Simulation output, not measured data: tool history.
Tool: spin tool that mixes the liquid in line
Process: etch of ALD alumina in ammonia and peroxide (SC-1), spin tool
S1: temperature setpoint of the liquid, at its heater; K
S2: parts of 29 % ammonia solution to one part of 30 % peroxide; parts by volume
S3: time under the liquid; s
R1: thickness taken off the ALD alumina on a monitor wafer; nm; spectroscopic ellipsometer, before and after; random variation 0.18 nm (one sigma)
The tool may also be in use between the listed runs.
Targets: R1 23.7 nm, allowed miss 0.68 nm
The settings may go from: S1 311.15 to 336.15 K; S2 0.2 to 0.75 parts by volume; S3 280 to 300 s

run,hour,S1,S2,S3,R1
1,0,320.15,0.45,280,14.381
2,6,320.15,0.6,280,15.042
3,10.4,323.65,0.6,280,17.869
4,12.3,325.15,0.6,280,19.585
5,17.2,326.15,0.6,280,20.285
6,25.4,327.15,0.6,280,21.516
7,28.2,327.65,0.6,280,22.327
8,28.9,328.15,0.6,280,22.586

Which of these 4 next moves meets every target?
A,29.6,325.15,0.7,300,?
B,29.6,328.65,0.6,285,?
C,29.6,326.65,0.5,300,?
D,29.6,327.65,0.7,280,?

move,R1
A,21.139
B,23.873
C,22.201
D,22.568
A: further off than the last run
B: meets every target
C: further off than the last run
D: as far off as the last run
The right move is B.

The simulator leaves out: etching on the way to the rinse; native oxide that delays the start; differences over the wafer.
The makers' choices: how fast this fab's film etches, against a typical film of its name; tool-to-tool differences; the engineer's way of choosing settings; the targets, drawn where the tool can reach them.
